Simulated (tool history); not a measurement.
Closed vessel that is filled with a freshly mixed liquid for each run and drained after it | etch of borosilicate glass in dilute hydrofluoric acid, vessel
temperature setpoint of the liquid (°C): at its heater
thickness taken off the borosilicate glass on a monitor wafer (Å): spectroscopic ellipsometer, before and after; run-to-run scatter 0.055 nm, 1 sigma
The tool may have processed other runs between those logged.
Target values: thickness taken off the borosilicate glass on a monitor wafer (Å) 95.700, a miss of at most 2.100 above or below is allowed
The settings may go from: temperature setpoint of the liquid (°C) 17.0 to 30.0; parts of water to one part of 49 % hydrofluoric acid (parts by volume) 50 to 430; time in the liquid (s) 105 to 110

run,hour,temperature setpoint of the liquid (°C),parts of water to one part of 49 % hydrofluoric acid (parts by volume),time in the liquid (s),thickness taken off the borosilicate glass on a monitor wafer (Å)
1,0.0,22.0,240,105,159.720
2,8.6,21.0,255,105,142.030
3,11.5,20.0,265,105,129.770
4,19.6,19.5,275,105,123.690
5,23.9,19.5,245,105,142.390
6,29.8,19.5,295,105,112.640
7,31.3,19.0,300,105,107.020
8,36.3,18.5,300,105,105.800
9,40.8,18.0,305,105,102.430

5 candidate next runs follow, results not yet known. Just one meets every target within its allowed miss. Identify it.
A,45.3,20.0,325,110,?
B,45.3,17.0,295,110,?
C,45.3,17.0,325,110,?
D,45.3,18.5,310,110,?
E,45.3,20.0,305,110,?

move,thickness taken off the borosilicate glass on a monitor wafer (Å)
A,105.870
B,107.420
C,94.966
D,106.610
E,114.940
A: further off than the last run
B: further off than the last run
C: each result inside its tolerance
D: further off than the last run
E: further off than the last run
C meets every target.
